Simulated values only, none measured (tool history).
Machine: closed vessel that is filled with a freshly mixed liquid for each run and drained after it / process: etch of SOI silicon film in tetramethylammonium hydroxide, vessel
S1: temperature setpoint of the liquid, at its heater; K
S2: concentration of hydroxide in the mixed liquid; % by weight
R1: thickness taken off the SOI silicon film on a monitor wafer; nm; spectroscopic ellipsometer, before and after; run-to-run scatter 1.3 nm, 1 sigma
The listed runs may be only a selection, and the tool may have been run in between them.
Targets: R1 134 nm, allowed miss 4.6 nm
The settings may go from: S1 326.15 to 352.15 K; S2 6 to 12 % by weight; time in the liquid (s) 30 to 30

run 1 hour=0 | S1=339.15 S2=8 time_in_the_liquid_(s)=30 | R1=193.06
run 2 hour=8.8 | S1=338.65 S2=8 time_in_the_liquid_(s)=30 | R1=178.7
run 3 hour=16 | S1=338.65 S2=7 time_in_the_liquid_(s)=30 | R1=188.09
run 4 hour=23 | S1=338.65 S2=7 time_in_the_liquid_(s)=30 | R1=191.96
run 5 hour=31.5 | S1=338.15 S2=7 time_in_the_liquid_(s)=30 | R1=183.27
run 6 hour=38.4 | S1=337.65 S2=7 time_in_the_liquid_(s)=30 | R1=180.55
run 7 hour=45.6 | S1=337.15 S2=7 time_in_the_liquid_(s)=30 | R1=173.95
run 8 hour=49.5 | S1=336.65 S2=7 time_in_the_liquid_(s)=30 | R1=168.56

Exactly one of the 5 candidate moves below puts every result within its allowed miss. Which one?
run A hour=53.4 | S1=331.65 S2=9 time_in_the_liquid_(s)=30 | R1=?
run B hour=53.4 | S1=330.65 S2=6 time_in_the_liquid_(s)=30 | R1=?
run C hour=53.4 | S1=333.15 S2=7 time_in_the_liquid_(s)=30 | R1=?
run D hour=53.4 | S1=335.65 S2=6.5 time_in_the_liquid_(s)=30 | R1=?
run E hour=53.4 | S1=331.15 S2=8 time_in_the_liquid_(s)=30 | R1=?

move=A R1=112.27
move=B R1=118.15
move=C R1=133.38
move=D R1=158.59
move=E R1=113.17
A: takes the biggest miss from the last run beyond its target
B: takes the biggest miss from the last run beyond its target
C: meets every target
D: better than the last run, though not everything is in spec
E: takes the biggest miss from the last run beyond its target
Go with C: it meets all targets.
